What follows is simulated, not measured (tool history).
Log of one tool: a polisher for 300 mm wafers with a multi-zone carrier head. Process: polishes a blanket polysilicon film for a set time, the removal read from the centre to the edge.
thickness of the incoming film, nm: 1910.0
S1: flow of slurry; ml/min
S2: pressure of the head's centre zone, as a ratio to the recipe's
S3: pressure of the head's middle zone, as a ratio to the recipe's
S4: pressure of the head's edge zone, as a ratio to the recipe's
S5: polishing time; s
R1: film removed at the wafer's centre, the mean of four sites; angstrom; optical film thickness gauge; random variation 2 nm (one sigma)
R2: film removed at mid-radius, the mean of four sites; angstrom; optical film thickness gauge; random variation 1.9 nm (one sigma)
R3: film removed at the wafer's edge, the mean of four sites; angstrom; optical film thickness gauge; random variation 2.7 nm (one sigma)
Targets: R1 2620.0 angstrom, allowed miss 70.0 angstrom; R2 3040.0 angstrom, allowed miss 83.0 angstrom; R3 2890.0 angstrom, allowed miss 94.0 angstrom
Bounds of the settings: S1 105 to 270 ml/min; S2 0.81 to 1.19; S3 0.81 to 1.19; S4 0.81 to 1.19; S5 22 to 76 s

run,day,S1,S2,S3,S4,S5,R1,R2,R3
1,0.000,175,1.00,1.00,1.00,49,2181.3,2170.7,2183.5
2,0.183,210,1.00,1.00,1.00,49,2245.6,2254.7,2276.9
3,0.517,250,1.00,1.00,1.00,49,2282.9,2288.3,2252.5
4,0.808,250,0.94,1.00,1.00,49,2165.6,2311.6,2275.3
5,0.867,245,0.94,1.02,1.02,50,2183.2,2376.2,2378.0
6,1.000,245,0.95,1.04,1.03,51,2269.0,2460.5,2404.0
7,1.146,245,0.95,1.05,1.04,52,2294.4,2518.4,2448.2
8,1.500,245,0.95,1.06,1.05,53,2360.4,2593.1,2517.6

Which of these 5 next moves meets every target?
A,1.854,265,0.96,1.01,1.13,59,?,?,?
B,1.854,260,0.95,1.19,0.93,59,?,?,?
C,1.854,250,0.89,1.05,0.92,50,?,?,?
D,1.854,205,0.92,1.18,1.05,62,?,?,?
E,1.854,270,0.86,1.00,0.91,64,?,?,?

move,R1,R2,R3
A,2656.1,2785.2,2896.0
B,2625.5,3199.0,2668.5
C,2072.2,2424.4,2248.6
D,2581.0,3234.5,2872.2
E,2587.6,3004.6,2887.9
A: nearer than the last run, and not there yet
B: takes the result that was furthest off past its target
C: further off than the last run
D: takes the result that was furthest off past its target
E: meets every target
The right move is E.
